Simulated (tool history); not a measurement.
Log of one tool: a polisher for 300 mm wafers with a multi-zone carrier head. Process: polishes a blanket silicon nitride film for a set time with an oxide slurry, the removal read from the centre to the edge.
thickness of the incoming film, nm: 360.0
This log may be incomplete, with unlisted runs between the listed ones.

run    day  flow of slurry (ml/min)  pressure of the head's centre zone  pressure of the head's middle zone  pressure of the head's edge zone  abrasive content of the slurry  polishing time (s)  film removed at the wafer's centre (Å)  film removed at mid-radius (Å)  film removed at the wafer's edge (Å)
  1      0                      225                                   1                                   1                                 1                               1                  30                                  183.82                          188.82                                189.05
  2  0.079                      170                                   1                                   1                                 1                               1                  30                                  174.06                          181.73                                184.55
  3  0.204                      170                                   1                                   1                              1.07                               1                  30                                  171.84                          179.05                                187.23
  4  0.492                      135                                   1                                   1                              1.07                               1                  30                                   166.2                          171.88                                181.88
  5   0.85                      145                                1.02                                1.02                              1.03                             0.9                  29                                  158.72                          165.64                                 169.7
  6  1.088                      145                                1.02                                1.02                              1.03                            0.75                  29                                  147.87                          154.48                                158.33
  7  1.154                      155                                1.04                                1.04                              0.99                             0.7                  28                                  144.14                          150.33                                147.25
  8  1.483                      160                                1.05                                1.05                              0.96                            0.65                  28                                  141.26                          147.44                                 142.7
  9  1.642                      165                                1.06                                1.06                              0.93                             0.6                  28                                  138.69                          145.67                                135.02
 10    1.9                      150                                1.06                                1.05                              0.83                            0.55                  28                                  132.46                          136.67                                123.62
 11  2.083                      150                                1.06                                1.05                              0.83                            0.55                  28                                   132.5                          137.77                                124.08
 12  2.333                      150                                1.06                                1.06                              0.83                            0.55                  28                                  131.32                          137.57                                125.73
 13  2.646                      160                                1.07                                1.07                              0.83                            0.55                  28                                  134.79                          142.54                                124.79

The next listed run, before its measurement:
 14  2.712                      155                                1.08                                1.07                              0.82                            0.55                  28                                       ?                               ?                                     ?

Run 14 produced film removed at the wafer's centre (Å) 135.91, film removed at mid-radius (Å) 142.63, film removed at the wafer's edge (Å) 123.06.
